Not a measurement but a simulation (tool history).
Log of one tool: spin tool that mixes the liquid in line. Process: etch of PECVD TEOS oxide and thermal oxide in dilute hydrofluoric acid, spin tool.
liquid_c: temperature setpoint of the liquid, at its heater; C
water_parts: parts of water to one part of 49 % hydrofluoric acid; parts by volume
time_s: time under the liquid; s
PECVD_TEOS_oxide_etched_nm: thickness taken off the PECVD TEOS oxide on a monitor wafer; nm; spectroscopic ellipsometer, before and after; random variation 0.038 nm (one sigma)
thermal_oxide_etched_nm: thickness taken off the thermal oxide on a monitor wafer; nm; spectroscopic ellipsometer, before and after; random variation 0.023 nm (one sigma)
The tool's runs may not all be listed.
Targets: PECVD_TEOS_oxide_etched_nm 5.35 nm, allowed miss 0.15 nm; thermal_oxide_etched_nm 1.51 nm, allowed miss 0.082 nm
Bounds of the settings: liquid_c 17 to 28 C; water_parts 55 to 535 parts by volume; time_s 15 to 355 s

Run 1, day 0: liquid_c 20 C, water_parts 295 parts by volume, time_s 180 s. Result: PECVD_TEOS_oxide_etched_nm 7.7069 nm, thermal_oxide_etched_nm 2.2001 nm.
Run 2, day 0.092: liquid_c 23.5 C, water_parts 295 parts by volume, time_s 180 s. Result: PECVD_TEOS_oxide_etched_nm 8.7687 nm, thermal_oxide_etched_nm 2.5098 nm.
Run 3, day 0.421: liquid_c 25.5 C, water_parts 295 parts by volume, time_s 180 s. Result: PECVD_TEOS_oxide_etched_nm 9.4024 nm, thermal_oxide_etched_nm 2.6603 nm.
Run 4, day 0.6: liquid_c 25.5 C, water_parts 225 parts by volume, time_s 180 s. Result: PECVD_TEOS_oxide_etched_nm 13.254 nm, thermal_oxide_etched_nm 3.6945 nm.
Run 5, day 0.888: liquid_c 25.5 C, water_parts 325 parts by volume, time_s 180 s. Result: PECVD_TEOS_oxide_etched_nm 8.1602 nm, thermal_oxide_etched_nm 2.3798 nm.
Run 6, day 1.05: liquid_c 27 C, water_parts 325 parts by volume, time_s 180 s. Result: PECVD_TEOS_oxide_etched_nm 8.5974 nm, thermal_oxide_etched_nm 2.3748 nm.
Run 7, day 1.175: liquid_c 25.5 C, water_parts 340 parts by volume, time_s 180 s. Result: PECVD_TEOS_oxide_etched_nm 7.8019 nm, thermal_oxide_etched_nm 2.2286 nm.
Run 8, day 1.442: liquid_c 23.5 C, water_parts 350 parts by volume, time_s 180 s. Result: PECVD_TEOS_oxide_etched_nm 7.0478 nm, thermal_oxide_etched_nm 1.9136 nm.
Run 9, day 1.529: liquid_c 22.5 C, water_parts 355 parts by volume, time_s 175 s. Result: PECVD_TEOS_oxide_etched_nm 6.4001 nm, thermal_oxide_etched_nm 1.815 nm.
Run 10, day 1.725: liquid_c 21 C, water_parts 355 parts by volume, time_s 175 s. Result: PECVD_TEOS_oxide_etched_nm 6.071 nm, thermal_oxide_etched_nm 1.7452 nm.
Run 11, day 1.858: liquid_c 20 C, water_parts 355 parts by volume, time_s 175 s. Result: PECVD_TEOS_oxide_etched_nm 5.9113 nm, thermal_oxide_etched_nm 1.6538 nm.
Run 12, day 2.192: liquid_c 19.5 C, water_parts 355 parts by volume, time_s 175 s. Result: PECVD_TEOS_oxide_etched_nm 5.8038 nm, thermal_oxide_etched_nm 1.6406 nm.
Run 13, day 2.275: liquid_c 19 C, water_parts 355 parts by volume, time_s 175 s. Result: PECVD_TEOS_oxide_etched_nm 5.7839 nm, thermal_oxide_etched_nm 1.6313 nm.

Which of these 4 next moves meets every target?
Run A, day 2.358: liquid_c 19.5 C, water_parts 320 parts by volume, time_s 160 s. Result: PECVD_TEOS_oxide_etched_nm ?, thermal_oxide_etched_nm ?.
Run B, day 2.358: liquid_c 18 C, water_parts 315 parts by volume, time_s 145 s. Result: PECVD_TEOS_oxide_etched_nm ?, thermal_oxide_etched_nm ?.
Run C, day 2.358: liquid_c 18 C, water_parts 300 parts by volume, time_s 155 s. Result: PECVD_TEOS_oxide_etched_nm ?, thermal_oxide_etched_nm ?.
Run D, day 2.358: liquid_c 18 C, water_parts 400 parts by volume, time_s 225 s. Result: PECVD_TEOS_oxide_etched_nm ?, thermal_oxide_etched_nm ?.

move  PECVD_TEOS_oxide_etched_nm  thermal_oxide_etched_nm
   A                      6.0776                   1.7458
   B                       5.318                   1.5276
   C                      6.0455                   1.7366
   D                      6.0624                   1.7414
A: further off than the last run
B: meets every target
C: further off than the last run
D: further off than the last run
The right move is B.

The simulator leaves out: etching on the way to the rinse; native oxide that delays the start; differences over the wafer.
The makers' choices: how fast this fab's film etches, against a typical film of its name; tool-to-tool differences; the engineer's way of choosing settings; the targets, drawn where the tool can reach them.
